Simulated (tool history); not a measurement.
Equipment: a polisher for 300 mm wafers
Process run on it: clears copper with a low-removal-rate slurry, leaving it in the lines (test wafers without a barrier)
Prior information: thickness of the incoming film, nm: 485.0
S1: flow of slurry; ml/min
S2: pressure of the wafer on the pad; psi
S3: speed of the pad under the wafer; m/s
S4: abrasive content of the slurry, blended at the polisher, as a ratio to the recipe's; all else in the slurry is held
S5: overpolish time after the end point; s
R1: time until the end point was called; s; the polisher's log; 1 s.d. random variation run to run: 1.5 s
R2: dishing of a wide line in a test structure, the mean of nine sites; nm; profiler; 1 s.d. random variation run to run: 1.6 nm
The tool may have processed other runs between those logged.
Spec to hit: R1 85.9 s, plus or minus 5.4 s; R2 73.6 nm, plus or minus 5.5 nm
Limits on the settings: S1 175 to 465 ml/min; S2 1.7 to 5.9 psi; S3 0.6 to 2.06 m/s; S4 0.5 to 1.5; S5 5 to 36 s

run	hour	S1	S2	S3	S4	S5	R1	R2
1	0	295	3.8	1.32	1	18	110.8	46.551
2	5.5	295	3.8	1.32	0.8	18	116.09	44.695
3	7.1	295	4	1.32	0.8	19	117.78	45.739
4	10.2	295	4	1.56	0.8	19	99.633	51.052
5	12.1	295	4.1	1.56	0.8	20	94.492	54.104
6	17.1	295	4.1	1.36	0.8	20	109.74	50.886
7	20.3	295	4.3	1.36	0.8	21	104.34	53.621
8	25.9	295	4.4	1.36	0.8	22	103.17	55.698
9	34	295	4.5	1.36	0.8	23	101.87	56.797

Which one of the following 5 next-run settings gets every result inside its allowed miss? There is exactly one.
A	42.1	310	4.8	1.28	0.85	25	?	?
B	42.1	265	4.7	1.44	0.7	26	?	?
C	42.1	355	5.4	1.28	1	32	?	?
D	42.1	285	4.8	1.32	0.8	27	?	?
E	42.1	225	4.5	1.3	0.95	36	?	?

move	R1	R2
A	98.236	60.423
B	96.647	62.185
C	83.718	73.661
D	98.019	63.022
E	101.64	70.641
A: closes in on the targets versus the last run, not all within tolerance yet
B: closes in on the targets versus the last run, not all within tolerance yet
C: every result within its allowed miss
D: closes in on the targets versus the last run, not all within tolerance yet
E: brings the last run's worst result on target, with another outside its allowed miss
Correct choice: C, which meets every target
